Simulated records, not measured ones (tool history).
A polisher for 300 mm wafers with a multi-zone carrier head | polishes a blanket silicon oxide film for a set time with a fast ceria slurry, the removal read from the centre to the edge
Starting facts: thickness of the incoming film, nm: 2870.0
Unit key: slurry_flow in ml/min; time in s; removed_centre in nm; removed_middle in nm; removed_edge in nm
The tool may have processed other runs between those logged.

run 1 day=0.000 | slurry_flow=255 centre_zone=1.00 middle_zone=1.00 edge_zone=1.00 time=55 | removed_centre=850.62 removed_middle=774.61 removed_edge=800.38
run 2 day=0.308 | slurry_flow=280 centre_zone=1.00 middle_zone=1.00 edge_zone=1.00 time=55 | removed_centre=832.48 removed_middle=793.55 removed_edge=805.05
run 3 day=0.342 | slurry_flow=255 centre_zone=1.00 middle_zone=1.00 edge_zone=1.00 time=55 | removed_centre=820.67 removed_middle=764.72 removed_edge=794.41
run 4 day=0.596 | slurry_flow=270 centre_zone=1.01 middle_zone=1.03 edge_zone=1.01 time=58 | removed_centre=907.06 removed_middle=852.84 removed_edge=871.00
run 5 day=0.900 | slurry_flow=270 centre_zone=1.06 middle_zone=1.03 edge_zone=1.01 time=58 | removed_centre=945.91 removed_middle=857.06 removed_edge=870.69
run 6 day=1.200 | slurry_flow=300 centre_zone=1.06 middle_zone=1.03 edge_zone=1.01 time=58 | removed_centre=931.86 removed_middle=850.97 removed_edge=877.71
run 7 day=1.525 | slurry_flow=300 centre_zone=1.06 middle_zone=1.06 edge_zone=1.01 time=61 | removed_centre=995.48 removed_middle=941.16 removed_edge=903.62
run 8 day=1.862 | slurry_flow=305 centre_zone=1.05 middle_zone=1.07 edge_zone=1.03 time=63 | removed_centre=1006.20 removed_middle=959.47 removed_edge=948.59

Run 9 has not been measured yet. What should we expect?
run 9 day=2.229 | slurry_flow=310 centre_zone=1.05 middle_zone=1.09 edge_zone=1.04 time=65 | removed_centre=? removed_middle=? removed_edge=?

Logged for run 9: removed_centre 1029.70 nm, removed_middle 1026.00 nm, removed_edge 952.21 nm.
